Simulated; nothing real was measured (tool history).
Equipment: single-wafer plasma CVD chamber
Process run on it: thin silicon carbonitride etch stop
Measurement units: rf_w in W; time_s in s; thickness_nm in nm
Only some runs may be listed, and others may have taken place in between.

Run 1, hour 0.0: rf_w 230 W, time_s 21.3 s. Result: thickness_nm 11.7600 nm.
Run 2, hour 7.6: rf_w 220 W, time_s 21.1 s. Result: thickness_nm 11.5100 nm.
Run 3, hour 10.5: rf_w 220 W, time_s 24.0 s. Result: thickness_nm 13.0850 nm.
Run 4, hour 17.8: rf_w 220 W, time_s 22.5 s. Result: thickness_nm 12.2330 nm.
Run 5, hour 24.6: rf_w 220 W, time_s 21.0 s. Result: thickness_nm 11.4270 nm.
Run 6, hour 29.1: rf_w 210 W, time_s 20.9 s. Result: thickness_nm 11.1910 nm.
Run 7, hour 36.1: rf_w 205 W, time_s 20.9 s. Result: thickness_nm 11.1070 nm.
Run 8, hour 41.5: rf_w 200 W, time_s 20.9 s. Result: thickness_nm 10.9930 nm.
Run 9, hour 48.9: rf_w 195 W, time_s 20.9 s. Result: thickness_nm 10.9270 nm.
Run 10, hour 56.7: rf_w 190 W, time_s 20.9 s. Result: thickness_nm 10.8700 nm.
Run 11, hour 65.3: rf_w 185 W, time_s 20.9 s. Result: thickness_nm 10.7560 nm.
Run 12, hour 70.2: rf_w 155 W, time_s 20.7 s. Result: thickness_nm 9.9603 nm.

Forecast run 13:
Run 13, hour 75.5: rf_w 155 W, time_s 20.7 s. Result: thickness_nm ?.

Logged for run 13: thickness_nm 9.9307 nm.
